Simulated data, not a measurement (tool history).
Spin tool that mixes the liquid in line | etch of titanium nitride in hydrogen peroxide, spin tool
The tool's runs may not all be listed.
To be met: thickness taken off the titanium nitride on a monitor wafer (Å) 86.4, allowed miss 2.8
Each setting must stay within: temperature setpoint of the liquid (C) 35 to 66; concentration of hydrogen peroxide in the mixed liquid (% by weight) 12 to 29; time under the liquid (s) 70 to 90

| run | hour | temperature setpoint of the liquid (C) | concentration of hydrogen peroxide in the mixed liquid (% by weight) | time under the liquid (s) | thickness taken off the titanium nitride on a monitor wafer (Å) |
|---|---|---|---|---|---|
| 1 | 0 | 51 | 19.5 | 90 | 46.809 |
| 2 | 8.7 | 51 | 19.5 | 70 | 36.163 |
| 3 | 13.1 | 47 | 19.5 | 70 | 27.372 |
| 4 | 21.7 | 50.5 | 19.5 | 70 | 34.707 |
| 5 | 22.6 | 50.5 | 19.5 | 70 | 34.251 |
| 6 | 28 | 54 | 19.5 | 70 | 44.93 |
| 7 | 29.2 | 56.5 | 19.5 | 70 | 52.945 |
| 8 | 31.8 | 58.5 | 19.5 | 70 | 60.301 |
| 9 | 40 | 60 | 19.5 | 70 | 67.215 |
| 10 | 42.9 | 61 | 19.5 | 70 | 71.324 |
| 11 | 51.1 | 61.5 | 19.5 | 70 | 75.189 |

Pick the move, out of 5, that brings all results within their allowed miss; only one does.
| A | 59.3 | 58.5 | 21.5 | 90 | ? |
| B | 59.3 | 59.5 | 19 | 85 | ? |
| C | 59.3 | 61 | 22 | 75 | ? |
| D | 59.3 | 60 | 19.5 | 90 | ? |
| E | 59.3 | 58.5 | 20 | 90 | ? |

| move | thickness taken off the titanium nitride on a monitor wafer (Å) |
|---|---|
| A | 80.112 |
| B | 78.896 |
| C | 79.537 |
| D | 86.909 |
| E | 78.877 |
A: an improvement on the last run, though not all results are within tolerance
B: an improvement on the last run, though not all results are within tolerance
C: an improvement on the last run, though not all results are within tolerance
D: all results land within tolerance of their targets
E: an improvement on the last run, though not all results are within tolerance
Correct choice: D, which meets every target

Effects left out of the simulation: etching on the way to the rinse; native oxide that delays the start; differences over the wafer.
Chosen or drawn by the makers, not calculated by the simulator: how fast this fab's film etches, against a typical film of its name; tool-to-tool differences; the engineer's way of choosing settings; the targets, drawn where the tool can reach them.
